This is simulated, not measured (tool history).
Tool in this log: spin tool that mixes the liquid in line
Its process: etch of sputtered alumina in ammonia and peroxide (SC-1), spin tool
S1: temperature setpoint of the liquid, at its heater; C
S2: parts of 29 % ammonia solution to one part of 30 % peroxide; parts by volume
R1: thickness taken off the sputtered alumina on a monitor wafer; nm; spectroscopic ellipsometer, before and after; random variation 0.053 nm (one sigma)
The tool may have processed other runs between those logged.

{"run": 1, "hour": 0.0, "S1": 56.0, "S2": 0.45, "time under the liquid (s)": 290, "R1": 22.49}
{"run": 2, "hour": 7.7, "S1": 56.0, "S2": 0.45, "time under the liquid (s)": 310, "R1": 23.871}
{"run": 3, "hour": 12.9, "S1": 52.0, "S2": 0.45, "time under the liquid (s)": 310, "R1": 19.225}
{"run": 4, "hour": 20.2, "S1": 49.5, "S2": 0.45, "time under the liquid (s)": 310, "R1": 16.68}
{"run": 5, "hour": 27.9, "S1": 49.5, "S2": 0.45, "time under the liquid (s)": 290, "R1": 15.654}
{"run": 6, "hour": 36.5, "S1": 47.5, "S2": 0.45, "time under the liquid (s)": 290, "R1": 13.974}

Run 7 has not been measured yet. What should we expect?
{"run": 7, "hour": 37.7, "S1": 46.5, "S2": 0.45, "time under the liquid (s)": 290, "R1": "?"}

R1: 13.236 nm
